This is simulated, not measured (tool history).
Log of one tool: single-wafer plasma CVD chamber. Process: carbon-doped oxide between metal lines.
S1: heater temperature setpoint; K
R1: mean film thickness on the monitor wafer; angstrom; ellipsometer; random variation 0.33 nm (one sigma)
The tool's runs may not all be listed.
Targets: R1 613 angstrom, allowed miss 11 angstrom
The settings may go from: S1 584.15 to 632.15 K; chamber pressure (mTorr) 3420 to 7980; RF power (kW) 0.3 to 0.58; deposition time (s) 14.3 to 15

{"run": 1, "hour": 0.0, "S1": 608.15, "chamber pressure (mTorr)": 5700, "RF power (kW)": 0.44, "deposition time (s)": 15, "R1": 741.51}
{"run": 2, "hour": 2.5, "S1": 611.15, "chamber pressure (mTorr)": 5400, "RF power (kW)": 0.42, "deposition time (s)": 15, "R1": 694.1}
{"run": 3, "hour": 10.6, "S1": 615.15, "chamber pressure (mTorr)": 5150, "RF power (kW)": 0.415, "deposition time (s)": 15, "R1": 673.8}
{"run": 4, "hour": 19.4, "S1": 615.15, "chamber pressure (mTorr)": 4500, "RF power (kW)": 0.415, "deposition time (s)": 15, "R1": 657.14}
{"run": 5, "hour": 22.7, "S1": 620.15, "chamber pressure (mTorr)": 4500, "RF power (kW)": 0.415, "deposition time (s)": 15, "R1": 644.51}
{"run": 6, "hour": 30.4, "S1": 622.15, "chamber pressure (mTorr)": 4410, "RF power (kW)": 0.415, "deposition time (s)": 15, "R1": 642.73}
{"run": 7, "hour": 35.1, "S1": 623.15, "chamber pressure (mTorr)": 4270, "RF power (kW)": 0.415, "deposition time (s)": 15, "R1": 641.78}
{"run": 8, "hour": 43.0, "S1": 624.15, "chamber pressure (mTorr)": 4110, "RF power (kW)": 0.415, "deposition time (s)": 15, "R1": 631.2}
{"run": 9, "hour": 47.4, "S1": 625.15, "chamber pressure (mTorr)": 4040, "RF power (kW)": 0.415, "deposition time (s)": 15, "R1": 627.34}

4 next moves are on the table. One of them brings every result within its allowed miss. Which?
{"run": "A", "hour": 51.8, "S1": 631.15, "chamber pressure (mTorr)": 4430, "RF power (kW)": 0.43, "deposition time (s)": 14.9, "R1": "?"}
{"run": "B", "hour": 51.8, "S1": 623.15, "chamber pressure (mTorr)": 3430, "RF power (kW)": 0.405, "deposition time (s)": 14.5, "R1": "?"}
{"run": "C", "hour": 51.8, "S1": 631.15, "chamber pressure (mTorr)": 4940, "RF power (kW)": 0.395, "deposition time (s)": 15, "R1": "?"}
{"run": "D", "hour": 51.8, "S1": 628.15, "chamber pressure (mTorr)": 3870, "RF power (kW)": 0.415, "deposition time (s)": 14.3, "R1": "?"}

move=A R1=641.86
move=B R1=585.76
move=C R1=611.06
move=D R1=590.28
A: further off than the last run
B: takes the result that was furthest off past its target
C: meets every target
D: takes the result that was furthest off past its target
Move C is the one to make.
